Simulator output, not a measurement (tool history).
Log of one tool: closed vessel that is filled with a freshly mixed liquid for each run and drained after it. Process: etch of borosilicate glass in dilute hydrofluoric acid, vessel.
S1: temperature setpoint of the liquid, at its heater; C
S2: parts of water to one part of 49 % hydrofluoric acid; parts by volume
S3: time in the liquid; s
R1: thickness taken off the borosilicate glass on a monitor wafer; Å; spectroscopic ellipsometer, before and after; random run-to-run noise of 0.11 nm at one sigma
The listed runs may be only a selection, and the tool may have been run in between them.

Run 1, hour 0: S1 21 C, S2 230 parts by volume, S3 160 s. Result: R1 137.12 Å.
Run 2, hour 7.5: S1 22 C, S2 220 parts by volume, S3 160 s. Result: R1 151.28 Å.
Run 3, hour 9.4: S1 23 C, S2 215 parts by volume, S3 160 s. Result: R1 161.4 Å.
Run 4, hour 15.3: S1 19.5 C, S2 215 parts by volume, S3 160 s. Result: R1 141.17 Å.
Run 5, hour 18.2: S1 19.5 C, S2 215 parts by volume, S3 160 s. Result: R1 141.15 Å.
Run 6, hour 22.6: S1 21 C, S2 210 parts by volume, S3 160 s. Result: R1 153.34 Å.

Estimate the outcome of run 7 from the log above:
Run 7, hour 26.5: S1 25 C, S2 175 parts by volume, S3 160 s. Result: R1 ?.

Run 7 came out at R1 220.77 Å.
